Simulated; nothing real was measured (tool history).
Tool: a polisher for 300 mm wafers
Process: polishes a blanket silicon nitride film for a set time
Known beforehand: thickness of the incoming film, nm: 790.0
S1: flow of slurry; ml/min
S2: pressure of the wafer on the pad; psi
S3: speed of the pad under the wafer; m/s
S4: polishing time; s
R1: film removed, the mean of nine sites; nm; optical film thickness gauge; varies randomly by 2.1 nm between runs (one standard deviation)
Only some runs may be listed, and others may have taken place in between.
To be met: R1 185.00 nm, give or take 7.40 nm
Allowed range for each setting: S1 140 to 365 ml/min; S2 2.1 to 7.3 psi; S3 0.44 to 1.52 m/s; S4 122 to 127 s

run,day,S1,S2,S3,S4,R1
1,0.000,235,4.7,0.98,122,290.16
2,0.112,235,4.5,0.98,122,284.63
3,0.475,235,4.5,0.82,122,242.28
4,0.542,235,4.5,0.66,122,211.22
5,0.583,260,4.5,0.66,122,215.12
6,0.679,260,4.5,0.66,127,221.23
7,0.775,260,4.4,0.66,127,219.79
8,1.096,260,4.3,0.66,127,216.81
9,1.400,260,4.2,0.66,127,212.94
10,1.529,260,4.1,0.66,127,206.01
11,1.833,260,4.0,0.66,127,204.63

Of the 5 settings listed for the next run, only one would bring every result within its allowed miss of target. Which one?
A,2.138,285,3.0,0.92,122,?
B,2.138,290,3.4,0.72,122,?
C,2.138,245,3.9,0.68,127,?
D,2.138,275,4.8,0.58,122,?
E,2.138,255,4.4,0.62,127,?

move,R1
A,203.51
B,187.45
C,204.56
D,209.46
E,211.51
A: moves toward the targets from the last run without getting all of them in spec
B: in spec on every target
C: about the same distance from the targets as the last run
D: its largest miss is bigger than the last run's
E: its largest miss is bigger than the last run's
B is the move that brings every result within its allowed miss.

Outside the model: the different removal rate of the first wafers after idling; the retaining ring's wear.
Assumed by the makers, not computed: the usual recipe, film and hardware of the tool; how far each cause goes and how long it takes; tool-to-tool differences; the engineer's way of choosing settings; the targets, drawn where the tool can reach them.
